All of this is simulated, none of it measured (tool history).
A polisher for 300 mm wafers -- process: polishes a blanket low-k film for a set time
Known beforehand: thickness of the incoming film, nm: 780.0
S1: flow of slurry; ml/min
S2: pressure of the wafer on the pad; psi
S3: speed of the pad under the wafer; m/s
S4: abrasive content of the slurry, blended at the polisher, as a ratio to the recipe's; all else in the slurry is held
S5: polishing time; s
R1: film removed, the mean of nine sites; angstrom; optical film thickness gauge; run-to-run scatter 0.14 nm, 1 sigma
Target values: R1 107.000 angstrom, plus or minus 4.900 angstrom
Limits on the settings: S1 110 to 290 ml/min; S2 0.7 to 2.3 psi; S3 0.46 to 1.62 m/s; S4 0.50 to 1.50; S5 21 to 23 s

run  hour   S1   S2    S3    S4  S5      R1
  1   0.0  185  1.5  1.04  1.00  23  86.450
  2   7.4  185  1.5  0.86  1.00  23  74.609
  3  11.8  185  1.6  0.86  1.00  23  78.596
  4  12.9  185  1.7  0.86  1.00  23  82.834
  5  20.2  215  1.7  0.86  1.00  23  85.306
  6  24.9  200  1.7  0.86  1.00  23  83.152
  7  27.9  200  1.7  0.86  1.00  23  86.002
  8  36.6  205  1.9  0.88  1.00  23  93.853
  9  44.8  210  2.0  0.90  1.00  23  98.758

Of the 4 settings listed for the next run, only one would bring every result within its allowed miss of target. Which one?
  A  53.0  205  2.0  0.94  1.10  23   ?
  B  53.0  200  2.0  0.94  0.90  21   ?
  C  53.0  205  1.9  0.88  0.95  22   ?
  D  53.0  240  1.9  0.96  1.00  21   ?

move       R1
   A  105.680
   B   89.060
   C   87.848
   D   92.473
A: in spec on every target
B: lands further from the targets than the last run did
C: lands further from the targets than the last run did
D: lands further from the targets than the last run did
So the answer is move A, the one that meets all the targets.
